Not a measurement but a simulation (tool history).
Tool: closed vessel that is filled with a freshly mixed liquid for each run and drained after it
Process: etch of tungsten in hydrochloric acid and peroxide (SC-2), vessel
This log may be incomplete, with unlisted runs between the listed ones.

run	hour	temperature setpoint of the liquid (C)	parts of water to one part each of 37 % hydrochloric acid and 30 % peroxide (parts by volume)	time in the liquid (s)	thickness taken off the tungsten on a monitor wafer (nm)
1	0.0	56.0	5	35	18.490
2	2.1	54.0	5	35	16.320
3	5.1	51.0	5	35	13.358
4	7.6	51.0	5	35	13.301
5	9.0	51.0	5	30	11.436
6	11.7	51.0	4	30	13.485
7	18.8	50.0	4	30	12.438
8	24.9	50.0	4	30	12.498
9	27.9	49.5	4	30	12.097

The next listed run, before its measurement:
10	29.4	49.0	4	30	?

Run 10 gave thickness taken off the tungsten on a monitor wafer (nm) 11.790.
